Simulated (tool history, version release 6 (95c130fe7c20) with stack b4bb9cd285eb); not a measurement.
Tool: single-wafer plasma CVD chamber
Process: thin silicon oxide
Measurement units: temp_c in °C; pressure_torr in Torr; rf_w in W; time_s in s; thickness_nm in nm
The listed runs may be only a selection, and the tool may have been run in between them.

Run 1, day 0: temp_c 380 °C, pressure_torr 0.685 Torr, rf_w 365 W, time_s 12 s. Result: thickness_nm 19.508 nm.
Run 2, day 0.279: temp_c 380 °C, pressure_torr 0.674 Torr, rf_w 365 W, time_s 12 s. Result: thickness_nm 19.149 nm.
Run 3, day 0.525: temp_c 380 °C, pressure_torr 0.674 Torr, rf_w 365 W, time_s 12.3 s. Result: thickness_nm 19.684 nm.
Run 4, day 0.854: temp_c 380 °C, pressure_torr 0.663 Torr, rf_w 365 W, time_s 12.3 s. Result: thickness_nm 19.133 nm.
Run 5, day 1.183: temp_c 380 °C, pressure_torr 0.655 Torr, rf_w 365 W, time_s 12.3 s. Result: thickness_nm 19.124 nm.
Run 6, day 1.362: temp_c 380 °C, pressure_torr 0.655 Torr, rf_w 320 W, time_s 12.3 s. Result: thickness_nm 18.538 nm.

Run 7 comes next. What will it give?
Run 7, day 1.567: temp_c 380 °C, pressure_torr 0.648 Torr, rf_w 320 W, time_s 12.3 s. Result: thickness_nm ?.

Run 7 gave thickness_nm 18.185 nm.
